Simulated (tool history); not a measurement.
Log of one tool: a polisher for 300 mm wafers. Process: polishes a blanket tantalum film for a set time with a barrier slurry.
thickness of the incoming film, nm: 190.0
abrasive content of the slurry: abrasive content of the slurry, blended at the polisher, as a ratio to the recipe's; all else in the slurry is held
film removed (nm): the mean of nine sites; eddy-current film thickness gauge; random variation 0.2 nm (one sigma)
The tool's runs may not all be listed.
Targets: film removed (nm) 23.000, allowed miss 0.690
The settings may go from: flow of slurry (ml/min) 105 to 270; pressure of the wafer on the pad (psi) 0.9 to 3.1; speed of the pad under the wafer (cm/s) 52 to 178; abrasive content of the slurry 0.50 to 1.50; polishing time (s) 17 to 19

run	hour	flow of slurry (ml/min)	pressure of the wafer on the pad (psi)	speed of the pad under the wafer (cm/s)	abrasive content of the slurry	polishing time (s)	film removed (nm)
1	0.0	175	2.0	114	1.00	19	37.594
2	5.6	175	2.0	114	0.85	19	36.445
3	12.2	170	1.8	114	0.85	19	33.615
4	20.1	140	1.8	114	0.85	19	32.404
5	27.3	140	1.7	114	0.85	19	30.904
6	28.6	140	1.7	114	1.00	19	32.771
7	34.1	140	1.6	114	1.00	19	30.780
8	42.8	130	1.0	112	1.00	19	22.144
9	45.8	135	1.1	112	1.00	19	23.676
10	49.2	130	1.0	112	1.00	19	22.355
11	58.0	135	1.1	112	1.00	19	23.662

Which of these 5 next moves meets every target?
A	66.8	135	1.2	108	1.10	19	?
B	66.8	135	1.1	122	1.10	18	?
C	66.8	160	0.9	122	1.40	17	?
D	66.8	105	1.2	126	1.00	18	?
E	66.8	110	1.5	98	1.10	19	?

move	film removed (nm)
A	24.570
B	24.854
C	22.812
D	24.781
E	24.519
A: further off than the last run
B: further off than the last run
C: meets every target
D: further off than the last run
E: further off than the last run
Move C is the one to make.

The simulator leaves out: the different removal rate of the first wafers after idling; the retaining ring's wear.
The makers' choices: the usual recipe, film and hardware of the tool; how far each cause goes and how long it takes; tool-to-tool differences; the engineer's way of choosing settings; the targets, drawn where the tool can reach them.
